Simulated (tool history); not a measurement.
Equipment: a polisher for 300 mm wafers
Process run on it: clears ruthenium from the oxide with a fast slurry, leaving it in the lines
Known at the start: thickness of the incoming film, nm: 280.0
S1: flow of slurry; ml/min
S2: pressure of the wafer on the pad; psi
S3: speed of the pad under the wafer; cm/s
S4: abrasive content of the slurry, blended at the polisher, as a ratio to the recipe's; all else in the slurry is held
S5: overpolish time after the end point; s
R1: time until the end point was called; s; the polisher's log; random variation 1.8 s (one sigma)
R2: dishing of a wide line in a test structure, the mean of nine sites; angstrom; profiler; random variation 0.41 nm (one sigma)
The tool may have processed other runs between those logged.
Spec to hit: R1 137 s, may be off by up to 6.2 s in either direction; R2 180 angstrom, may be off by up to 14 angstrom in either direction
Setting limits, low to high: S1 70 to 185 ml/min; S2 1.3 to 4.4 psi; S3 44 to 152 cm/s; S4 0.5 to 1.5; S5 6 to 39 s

run 1 hour=0 | S1=120 S2=2.8 S3=98 S4=1 S5=20 | R1=66.324 R2=557.49
run 2 hour=2.7 | S1=120 S2=2.7 S3=96 S4=1 S5=19 | R1=69.817 R2=503.37
run 3 hour=5 | S1=120 S2=2.7 S3=96 S4=1 S5=27 | R1=71.297 R2=680.03
run 4 hour=6.9 | S1=120 S2=2.6 S3=94 S4=1 S5=25 | R1=74.084 R2=611.42
run 5 hour=7.8 | S1=120 S2=3.2 S3=94 S4=1 S5=25 | R1=61.461 R2=721.28
run 6 hour=13 | S1=140 S2=3.2 S3=94 S4=1 S5=25 | R1=60.005 R2=751.96
run 7 hour=21.6 | S1=140 S2=3 S3=90 S4=1 S5=23 | R1=64.517 R2=649.74
run 8 hour=30.5 | S1=140 S2=2.8 S3=88 S4=1 S5=21 | R1=70.266 R2=554.9
run 9 hour=38.6 | S1=140 S2=2.8 S3=88 S4=1 S5=21 | R1=69.897 R2=550.61
run 10 hour=43.4 | S1=140 S2=2.6 S3=86 S4=1 S5=20 | R1=74.877 R2=507.66
run 11 hour=50.1 | S1=140 S2=2.5 S3=84 S4=1 S5=19 | R1=77.813 R2=460.08
run 12 hour=57.2 | S1=130 S2=1.7 S3=64 S4=1 S5=9 | R1=132.02 R2=145.55

5 next moves are on the table. One of them brings every result within its allowed miss. Which?
run A hour=64.3 | S1=105 S2=1.6 S3=70 S4=1 S5=12 | R1=? R2=?
run B hour=64.3 | S1=100 S2=2 S3=72 S4=0.85 S5=11 | R1=? R2=?
run C hour=64.3 | S1=130 S2=1.8 S3=52 S4=0.95 S5=17 | R1=? R2=?
run D hour=64.3 | S1=130 S2=1.8 S3=64 S4=1.05 S5=12 | R1=? R2=?
run E hour=64.3 | S1=110 S2=1.5 S3=66 S4=0.95 S5=15 | R1=? R2=?

move=A R1=132.94 R2=185.06
move=B R1=122.07 R2=184.75
move=C R1=149.63 R2=230.61
move=D R1=122.17 R2=200.69
move=E R1=147.02 R2=208.12
A: every result within its allowed miss
B: meets the target for the result that was furthest off, but another lies outside its allowed miss
C: carries the result that was furthest off beyond its target, to the other side
D: carries the result that was furthest off beyond its target, to the other side
E: carries the result that was furthest off beyond its target, to the other side
The right move is A.
